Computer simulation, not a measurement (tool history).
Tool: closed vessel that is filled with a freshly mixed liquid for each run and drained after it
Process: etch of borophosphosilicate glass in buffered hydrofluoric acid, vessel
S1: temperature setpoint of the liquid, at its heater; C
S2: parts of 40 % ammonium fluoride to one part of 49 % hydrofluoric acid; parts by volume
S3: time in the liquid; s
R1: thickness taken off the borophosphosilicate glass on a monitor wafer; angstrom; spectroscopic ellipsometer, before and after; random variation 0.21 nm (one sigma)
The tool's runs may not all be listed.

run	hour	S1	S2	S3	R1
1	0	25	16	30	336.65
2	2.7	26	16	30	355
3	10	26	16	30	355.07
4	12.7	26.5	16	30	365.44
5	20.3	27	16	30	374.15
6	26.5	27	16	30	376.68
7	32.4	27.5	16	30	385.66
8	38.4	28	16	30	397.26
9	44.5	28.5	16	30	405.3
10	52.3	29	16	30	418.27

The next listed run, before its measurement:
11	56.8	29.5	16	30	?

R1: 428.72 angstrom
